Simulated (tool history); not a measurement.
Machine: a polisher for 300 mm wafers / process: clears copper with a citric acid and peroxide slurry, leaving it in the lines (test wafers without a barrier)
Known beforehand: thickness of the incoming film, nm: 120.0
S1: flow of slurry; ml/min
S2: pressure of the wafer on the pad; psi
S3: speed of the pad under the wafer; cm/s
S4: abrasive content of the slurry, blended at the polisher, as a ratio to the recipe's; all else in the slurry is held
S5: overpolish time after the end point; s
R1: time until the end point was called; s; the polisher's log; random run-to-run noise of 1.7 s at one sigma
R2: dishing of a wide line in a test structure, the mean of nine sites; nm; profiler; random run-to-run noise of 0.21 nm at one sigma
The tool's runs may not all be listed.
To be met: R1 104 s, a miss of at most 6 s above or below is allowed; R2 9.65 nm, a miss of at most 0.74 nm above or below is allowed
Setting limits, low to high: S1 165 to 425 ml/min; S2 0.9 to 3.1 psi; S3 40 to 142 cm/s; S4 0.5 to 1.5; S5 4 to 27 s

Run 1, hour 0: S1 275 ml/min, S2 2 psi, S3 90 cm/s, S4 1, S5 14 s. Result: R1 108.29 s, R2 12.899 nm.
Run 2, hour 3.1: S1 275 ml/min, S2 2 psi, S3 112 cm/s, S4 1, S5 14 s. Result: R1 87.189 s, R2 16.117 nm.
Run 3, hour 5.8: S1 275 ml/min, S2 1.9 psi, S3 112 cm/s, S4 1, S5 13 s. Result: R1 88.219 s, R2 13.911 nm.
Run 4, hour 12.7: S1 275 ml/min, S2 1.8 psi, S3 112 cm/s, S4 1, S5 13 s. Result: R1 91.579 s, R2 13.75 nm.
Run 5, hour 15: S1 275 ml/min, S2 1.7 psi, S3 112 cm/s, S4 1, S5 12 s. Result: R1 98.196 s, R2 12.309 nm.
Run 6, hour 22.4: S1 275 ml/min, S2 1.7 psi, S3 112 cm/s, S4 1, S5 11 s. Result: R1 95.944 s, R2 10.946 nm.
Run 7, hour 28.3: S1 275 ml/min, S2 1.6 psi, S3 112 cm/s, S4 1, S5 11 s. Result: R1 101.75 s, R2 10.91 nm.
Run 8, hour 35.2: S1 275 ml/min, S2 1.6 psi, S3 112 cm/s, S4 1, S5 11 s. Result: R1 101.49 s, R2 10.506 nm.

Which single option among these 4 for the next run brings every result within its allowed miss of target? Just one does.
Run A, hour 42.1: S1 265 ml/min, S2 1.4 psi, S3 128 cm/s, S4 0.9, S5 13 s. Result: R1 ?, R2 ?.
Run B, hour 42.1: S1 380 ml/min, S2 2.1 psi, S3 82 cm/s, S4 1, S5 9 s. Result: R1 ?, R2 ?.
Run C, hour 42.1: S1 250 ml/min, S2 1.4 psi, S3 112 cm/s, S4 1.15, S5 12 s. Result: R1 ?, R2 ?.
Run D, hour 42.1: S1 300 ml/min, S2 1.3 psi, S3 126 cm/s, S4 1.15, S5 10 s. Result: R1 ?, R2 ?.

move      R1      R2
   A  100.16  13.079
   B  109.19  8.5119
   C  110.12  11.079
   D  101.72  10.029
A: the biggest miss grows against the last run
B: moves the result that the last run missed by most past its target, out the other side
C: the biggest miss grows against the last run
D: meets every target
So the answer is move D, the one that meets all the targets.
